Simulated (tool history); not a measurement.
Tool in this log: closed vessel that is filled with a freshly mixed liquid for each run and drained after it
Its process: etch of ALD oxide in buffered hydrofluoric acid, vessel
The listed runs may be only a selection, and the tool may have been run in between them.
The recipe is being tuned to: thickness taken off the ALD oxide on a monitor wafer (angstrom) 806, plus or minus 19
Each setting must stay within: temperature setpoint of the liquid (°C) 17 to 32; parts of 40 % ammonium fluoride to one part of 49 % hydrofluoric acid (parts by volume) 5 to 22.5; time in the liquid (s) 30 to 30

| run | hour | temperature setpoint of the liquid (°C) | parts of 40 % ammonium fluoride to one part of 49 % hydrofluoric acid (parts by volume) | time in the liquid (s) | thickness taken off the ALD oxide on a monitor wafer (angstrom) |
|---|---|---|---|---|---|
| 1 | 0 | 25 | 13.5 | 30 | 1045.8 |
| 2 | 4.4 | 24.5 | 13.5 | 30 | 1020 |
| 3 | 7.4 | 24.5 | 11.5 | 30 | 1198.3 |
| 4 | 12.3 | 24.5 | 13 | 30 | 1057.2 |
| 5 | 17.4 | 27 | 13 | 30 | 1213.6 |
| 6 | 18.6 | 26 | 13 | 30 | 1140.8 |
| 7 | 26.9 | 25 | 13 | 30 | 1092.2 |
| 8 | 35.8 | 25 | 13 | 30 | 1084.9 |
| 9 | 42 | 24.5 | 13 | 30 | 1058.7 |
|  | 50.3 | hydrofluoric acid flow meter replaced |
| 10 | 50.3 | 20.5 | 13 | 30 | 772.21 |

Exercise: of the 4 proposed moves below, exactly one satisfies all targets within the stated allowed misses. Which move is it?
| A | 58.6 | 21 | 13.5 | 30 | ? |
| B | 58.6 | 23.5 | 14 | 30 | ? |
| C | 58.6 | 21.5 | 13 | 30 | ? |
| D | 58.6 | 19.5 | 12.5 | 30 | ? |

| move | thickness taken off the ALD oxide on a monitor wafer (angstrom) |
|---|---|
| A | 761.06 |
| B | 843.11 |
| C | 812.01 |
| D | 754.64 |
A: moves away from the targets compared with the last run
B: moves the result that the last run missed by most past its target, out the other side
C: in spec on every target
D: moves away from the targets compared with the last run
Correct choice: C, which meets every target

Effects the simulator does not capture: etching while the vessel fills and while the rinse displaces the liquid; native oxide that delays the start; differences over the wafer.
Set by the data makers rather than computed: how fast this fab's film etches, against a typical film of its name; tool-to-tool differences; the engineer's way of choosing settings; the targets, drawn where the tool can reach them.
